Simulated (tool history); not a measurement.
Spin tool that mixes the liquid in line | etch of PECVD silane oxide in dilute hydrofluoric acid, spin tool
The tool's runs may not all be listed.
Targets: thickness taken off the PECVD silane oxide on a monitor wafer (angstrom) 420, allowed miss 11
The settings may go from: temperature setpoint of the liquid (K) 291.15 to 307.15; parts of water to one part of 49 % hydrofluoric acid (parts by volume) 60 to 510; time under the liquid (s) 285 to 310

| run | hour | temperature setpoint of the liquid (K) | parts of water to one part of 49 % hydrofluoric acid (parts by volume) | time under the liquid (s) | thickness taken off the PECVD silane oxide on a monitor wafer (angstrom) |
|---|---|---|---|---|---|
| 1 | 0 | 299.15 | 285 | 285 | 254.98 |
| 2 | 8.9 | 300.15 | 280 | 285 | 265.76 |
| 3 | 17.7 | 298.65 | 280 | 285 | 256.62 |
| 4 | 23.9 | 298.65 | 225 | 285 | 337.08 |
| 5 | 29.1 | 297.15 | 225 | 285 | 321.61 |
| 6 | 30 | 297.15 | 265 | 285 | 259.04 |
| 7 | 36.2 | 298.15 | 260 | 285 | 279.24 |
| 8 | 39.8 | 299.15 | 255 | 285 | 300.92 |
| 9 | 48.8 | 300.15 | 255 | 285 | 304.36 |
| 10 | 56.8 | 301.15 | 250 | 285 | 324.07 |
| 11 | 58.4 | 301.65 | 250 | 285 | 325 |
| 12 | 61 | 301.65 | 250 | 285 | 324.2 |
| 13 | 67.2 | 302.15 | 245 | 285 | 344.97 |
| 14 | 74.4 | 302.65 | 245 | 285 | 351.05 |
|  | 79.9 | thermometer replaced |
| 15 | 79.9 | 302.65 | 245 | 285 | 319.82 |
| 16 | 83.5 | 302.65 | 240 | 285 | 334 |
| 17 | 89.6 | 302.65 | 240 | 285 | 328.67 |
| 18 | 96.8 | 302.65 | 240 | 285 | 332.42 |
| 19 | 99.2 | 306.65 | 215 | 285 | 438.55 |

4 next moves are on the table. One of them brings every result within its allowed miss. Which?
| A | 101.6 | 305.65 | 215 | 310 | ? |
| B | 101.6 | 303.15 | 225 | 310 | ? |
| C | 101.6 | 305.15 | 225 | 285 | ? |
| D | 101.6 | 306.15 | 225 | 295 | ? |

| move | thickness taken off the PECVD silane oxide on a monitor wafer (angstrom) |
|---|---|
| A | 464.25 |
| B | 402.93 |
| C | 396.13 |
| D | 423.76 |
A: further off than the last run
B: takes the result that was furthest off past its target
C: takes the result that was furthest off past its target
D: meets every target
The right move is D.
